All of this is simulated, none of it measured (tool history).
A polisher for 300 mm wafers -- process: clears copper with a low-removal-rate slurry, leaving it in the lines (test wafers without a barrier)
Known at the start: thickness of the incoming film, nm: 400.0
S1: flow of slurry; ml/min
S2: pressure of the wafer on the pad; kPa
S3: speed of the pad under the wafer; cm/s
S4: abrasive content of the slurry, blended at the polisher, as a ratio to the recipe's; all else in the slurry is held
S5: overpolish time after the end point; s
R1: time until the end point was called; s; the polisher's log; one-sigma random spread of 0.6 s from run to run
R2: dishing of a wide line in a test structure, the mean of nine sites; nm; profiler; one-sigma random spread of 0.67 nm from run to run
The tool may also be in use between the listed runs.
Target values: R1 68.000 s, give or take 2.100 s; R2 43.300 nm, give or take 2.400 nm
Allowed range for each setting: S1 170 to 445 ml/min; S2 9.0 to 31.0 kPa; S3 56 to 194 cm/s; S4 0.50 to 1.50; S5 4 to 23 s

| run | hour | S1 | S2 | S3 | S4 | S5 | R1 | R2 |
|---|---|---|---|---|---|---|---|---|
| 1 | 0.0 | 285 | 20.0 | 124 | 1.00 | 12 | 83.028 | 32.618 |
| 2 | 1.2 | 285 | 20.0 | 124 | 1.10 | 12 | 78.268 | 32.463 |
| 3 | 5.7 | 285 | 20.0 | 124 | 1.15 | 12 | 77.806 | 32.399 |
| 4 | 10.4 | 255 | 20.0 | 124 | 1.15 | 12 | 78.746 | 33.622 |
| 5 | 11.4 | 255 | 20.0 | 124 | 1.15 | 7 | 80.318 | 22.020 |
| 6 | 15.2 | 255 | 20.0 | 124 | 1.25 | 7 | 77.058 | 23.065 |
|  | 24.0 | head pressure recalibrated |
| 7 | 24.0 | 260 | 22.1 | 124 | 1.40 | 13 | 70.506 | 37.277 |
| 8 | 25.9 | 255 | 22.8 | 124 | 1.40 | 14 | 69.017 | 39.953 |

Of the 4 settings listed for the next run, only one would bring every result within its allowed miss of target. Which one?
| A | 27.8 | 230 | 24.1 | 124 | 1.00 | 20 | ? | ? |
| B | 27.8 | 270 | 20.7 | 136 | 1.50 | 16 | ? | ? |
| C | 27.8 | 290 | 20.0 | 154 | 1.40 | 15 | ? | ? |
| D | 27.8 | 235 | 22.1 | 126 | 1.45 | 13 | ? | ? |

| move | R1 | R2 |
|---|---|---|
| A | 73.893 | 46.050 |
| B | 68.438 | 42.404 |
| C | 63.493 | 42.529 |
| D | 71.008 | 37.131 |
A: pushes the last run's worst result past its target
B: every result within its allowed miss
C: brings the last run's worst result on target, with another outside its allowed miss
D: further off than the last run
So the answer is move B, the one that meets all the targets.
